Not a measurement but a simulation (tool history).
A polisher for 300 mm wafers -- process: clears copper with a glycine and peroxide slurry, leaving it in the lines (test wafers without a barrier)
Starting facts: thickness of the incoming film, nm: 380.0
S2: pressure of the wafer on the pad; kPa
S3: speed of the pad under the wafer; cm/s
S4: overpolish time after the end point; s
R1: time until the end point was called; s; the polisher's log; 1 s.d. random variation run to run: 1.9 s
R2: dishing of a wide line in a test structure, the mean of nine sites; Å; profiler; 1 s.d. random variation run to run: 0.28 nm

run 1 hour=0 | flow_of_slurry_(ml/min)=175 S2=22.8 S3=80 S4=20 | R1=72.843 R2=646.78
run 2 hour=0.9 | flow_of_slurry_(ml/min)=175 S2=22.8 S3=80 S4=25 | R1=70.375 R2=777.93
run 3 hour=7.4 | flow_of_slurry_(ml/min)=155 S2=19.3 S3=78 S4=20 | R1=87.061 R2=566.36
run 4 hour=8 | flow_of_slurry_(ml/min)=155 S2=16.5 S3=78 S4=20 | R1=98.463 R2=511.83
run 5 hour=12.3 | flow_of_slurry_(ml/min)=155 S2=20.7 S3=78 S4=20 | R1=79.948 R2=585.68
run 6 hour=18 | flow_of_slurry_(ml/min)=140 S2=20.7 S3=66 S4=16 | R1=89.231 R2=467.77
run 7 hour=21.3 | flow_of_slurry_(ml/min)=130 S2=20 S3=58 S4=13 | R1=99.297 R2=346.25
run 8 hour=26.5 | flow_of_slurry_(ml/min)=125 S2=20 S3=52 S4=11 | R1=104.57 R2=285.54
run 9 hour=27.8 | flow_of_slurry_(ml/min)=130 S2=20 S3=48 S4=10 | R1=108.74 R2=249.61
run 10 hour=31.3 | flow_of_slurry_(ml/min)=145 S2=20 S3=48 S4=10 | R1=106.15 R2=267.49

Run 11 comes next. What will it give?
run 11 hour=36.9 | flow_of_slurry_(ml/min)=150 S2=20 S3=44 S4=9 | R1=? R2=?

{"run 11": {"R1": 108.02, "R2": 236.21}}
